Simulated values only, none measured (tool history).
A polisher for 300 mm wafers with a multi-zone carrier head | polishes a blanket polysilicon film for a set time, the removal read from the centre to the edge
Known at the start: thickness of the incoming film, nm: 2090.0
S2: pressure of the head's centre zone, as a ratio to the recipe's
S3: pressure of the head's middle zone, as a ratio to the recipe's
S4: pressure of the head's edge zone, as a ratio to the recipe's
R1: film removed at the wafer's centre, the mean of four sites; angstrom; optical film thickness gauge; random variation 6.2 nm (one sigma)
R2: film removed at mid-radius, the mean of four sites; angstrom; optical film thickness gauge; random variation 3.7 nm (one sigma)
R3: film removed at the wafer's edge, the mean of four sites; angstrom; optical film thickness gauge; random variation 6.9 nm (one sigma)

Run 1, hour 0: flow of slurry (ml/min) 190, S2 1, S3 1, S4 1, polishing time (s) 55. Result: R1 4462.3 angstrom, R2 4308.6 angstrom, R3 4332.9 angstrom.
Run 2, hour 4.7: flow of slurry (ml/min) 200, S2 1.01, S3 1.01, S4 1.03, polishing time (s) 56. Result: R1 4594.4 angstrom, R2 4470.7 angstrom, R3 4484.2 angstrom.
Run 3, hour 8.8: flow of slurry (ml/min) 200, S2 1.01, S3 1.09, S4 1.03, polishing time (s) 56. Result: R1 4565.9 angstrom, R2 4749.1 angstrom, R3 4546.3 angstrom.
Run 4, hour 10.3: flow of slurry (ml/min) 205, S2 1.02, S3 1.08, S4 1.05, polishing time (s) 56. Result: R1 4578.1 angstrom, R2 4731.7 angstrom, R3 4460.3 angstrom.
Run 5, hour 16.4: flow of slurry (ml/min) 200, S2 1.02, S3 1.06, S4 1.05, polishing time (s) 57. Result: R1 4733.8 angstrom, R2 4756.7 angstrom, R3 4669.7 angstrom.
Run 6, hour 17.8: flow of slurry (ml/min) 200, S2 1.02, S3 1.06, S4 1.01, polishing time (s) 57. Result: R1 4672.6 angstrom, R2 4669.8 angstrom, R3 4590.7 angstrom.

Forecast run 7:
Run 7, hour 22.8: flow of slurry (ml/min) 195, S2 1.02, S3 1.05, S4 1.02, polishing time (s) 58. Result: R1 ?, R2 ?, R3 ?.

R1: 4733.1 angstrom
R2: 4752.8 angstrom
R3: 4671.2 angstrom

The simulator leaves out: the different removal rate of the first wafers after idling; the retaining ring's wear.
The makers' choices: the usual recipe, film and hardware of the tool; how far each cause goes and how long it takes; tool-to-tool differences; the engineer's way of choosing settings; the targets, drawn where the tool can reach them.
